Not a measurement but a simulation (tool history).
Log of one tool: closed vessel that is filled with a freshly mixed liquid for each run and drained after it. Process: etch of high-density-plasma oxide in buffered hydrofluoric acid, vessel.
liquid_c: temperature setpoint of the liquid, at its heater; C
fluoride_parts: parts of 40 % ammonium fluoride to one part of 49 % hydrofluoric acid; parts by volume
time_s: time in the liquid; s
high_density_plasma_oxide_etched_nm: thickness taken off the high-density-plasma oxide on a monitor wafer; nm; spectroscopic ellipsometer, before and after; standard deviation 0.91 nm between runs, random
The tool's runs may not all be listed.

| run | hour | liquid_c | fluoride_parts | time_s | high_density_plasma_oxide_etched_nm |
|---|---|---|---|---|---|
| 1 | 0.0 | 24.0 | 15.5 | 100 | 88.677 |
| 2 | 4.0 | 24.0 | 15.5 | 100 | 89.587 |
| 3 | 4.7 | 22.0 | 15.5 | 100 | 80.142 |
| 4 | 13.4 | 24.0 | 15.5 | 100 | 89.416 |
| 5 | 15.8 | 24.0 | 15.5 | 110 | 97.165 |
| 6 | 19.9 | 24.0 | 15.5 | 110 | 99.570 |
| 7 | 20.8 | 24.5 | 15.5 | 110 | 102.080 |
|  | 23.4 | hydrofluoric acid flow meter replaced |
| 8 | 23.4 | 25.0 | 15.5 | 110 | 94.195 |
| 9 | 24.3 | 25.0 | 15.0 | 110 | 96.263 |

Predict the results of run 10:
| 10 | 31.0 | 25.0 | 15.0 | 110 | ? |

high_density_plasma_oxide_etched_nm: 96.101 nm

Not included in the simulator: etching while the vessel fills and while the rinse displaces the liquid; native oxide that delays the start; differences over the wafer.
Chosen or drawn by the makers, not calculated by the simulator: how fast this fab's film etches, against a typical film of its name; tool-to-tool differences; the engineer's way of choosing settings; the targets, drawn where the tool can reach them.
